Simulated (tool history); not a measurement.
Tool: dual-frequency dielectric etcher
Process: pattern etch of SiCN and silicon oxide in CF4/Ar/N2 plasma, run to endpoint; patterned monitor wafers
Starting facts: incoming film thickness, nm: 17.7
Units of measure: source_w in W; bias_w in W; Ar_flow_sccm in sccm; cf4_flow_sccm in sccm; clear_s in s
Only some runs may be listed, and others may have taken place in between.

| run | day | source_w | bias_w | Ar_flow_sccm | cf4_flow_sccm | clear_s |
|---|---|---|---|---|---|---|
| 1 | 0 | 320 | 90 | 98 | 55 | 26.617 |
| 2 | 0.292 | 280 | 90 | 98 | 55 | 31.09 |
| 3 | 0.562 | 330 | 91 | 98 | 55 | 25.676 |
| 4 | 0.775 | 330 | 91 | 87 | 55 | 25.24 |
| 5 | 0.917 | 330 | 91 | 87 | 61 | 24.872 |
| 6 | 1.188 | 360 | 91 | 87 | 61 | 22.632 |
| 7 | 1.254 | 380 | 91 | 87 | 61 | 21.469 |
| 8 | 1.567 | 390 | 91 | 87 | 61 | 20.777 |

Run 9, settings as shown, results not yet in. Your forecast:
| 9 | 1.896 | 400 | 91 | 87 | 61 | ? |

{"run 9": {"clear_s": 20.165}}
